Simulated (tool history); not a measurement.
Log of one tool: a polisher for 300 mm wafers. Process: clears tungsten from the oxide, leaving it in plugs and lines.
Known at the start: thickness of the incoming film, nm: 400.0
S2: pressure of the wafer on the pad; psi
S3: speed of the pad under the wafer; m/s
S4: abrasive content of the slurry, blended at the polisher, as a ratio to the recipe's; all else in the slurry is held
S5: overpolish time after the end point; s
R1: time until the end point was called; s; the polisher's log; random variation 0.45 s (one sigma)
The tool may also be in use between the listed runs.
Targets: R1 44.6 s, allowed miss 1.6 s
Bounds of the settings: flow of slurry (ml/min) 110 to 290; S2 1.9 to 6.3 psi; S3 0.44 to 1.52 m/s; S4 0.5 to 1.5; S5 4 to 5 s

run 1 hour=0 | flow_of_slurry_(ml/min)=185 S2=4.1 S3=0.98 S4=1 S5=5 | R1=74.941
run 2 hour=3.1 | flow_of_slurry_(ml/min)=185 S2=4.1 S3=0.84 S4=1 S5=5 | R1=87.161
run 3 hour=4.1 | flow_of_slurry_(ml/min)=185 S2=4.1 S3=0.96 S4=1 S5=5 | R1=75.908
run 4 hour=6.4 | flow_of_slurry_(ml/min)=215 S2=4.1 S3=0.96 S4=1 S5=5 | R1=75.491
run 5 hour=12.9 | flow_of_slurry_(ml/min)=255 S2=4.1 S3=0.96 S4=1 S5=5 | R1=73.257
run 6 hour=19.6 | flow_of_slurry_(ml/min)=255 S2=4.7 S3=0.96 S4=1 S5=5 | R1=64.722
run 7 hour=28.3 | flow_of_slurry_(ml/min)=260 S2=5.8 S3=1 S4=1 S5=5 | R1=51.789
run 8 hour=33.5 | flow_of_slurry_(ml/min)=260 S2=5.9 S3=1.02 S4=1 S5=5 | R1=49.152

5 next moves are on the table. One of them brings every result within its allowed miss. Which?
run A hour=38.7 | flow_of_slurry_(ml/min)=265 S2=6.3 S3=1.1 S4=0.75 S5=5 | R1=?
run B hour=38.7 | flow_of_slurry_(ml/min)=290 S2=6.2 S3=0.88 S4=1 S5=5 | R1=?
run C hour=38.7 | flow_of_slurry_(ml/min)=290 S2=6.3 S3=1.16 S4=0.85 S5=4 | R1=?
run D hour=38.7 | flow_of_slurry_(ml/min)=270 S2=6.1 S3=1.02 S4=0.65 S5=5 | R1=?
run E hour=38.7 | flow_of_slurry_(ml/min)=290 S2=6 S3=0.88 S4=0.95 S5=5 | R1=?

move=A R1=44.688
move=B R1=52.387
move=C R1=40.966
move=D R1=51.076
move=E R1=54.727
A: meets every target
B: further off than the last run
C: takes the result that was furthest off past its target
D: further off than the last run
E: further off than the last run
Move A is the one to make.
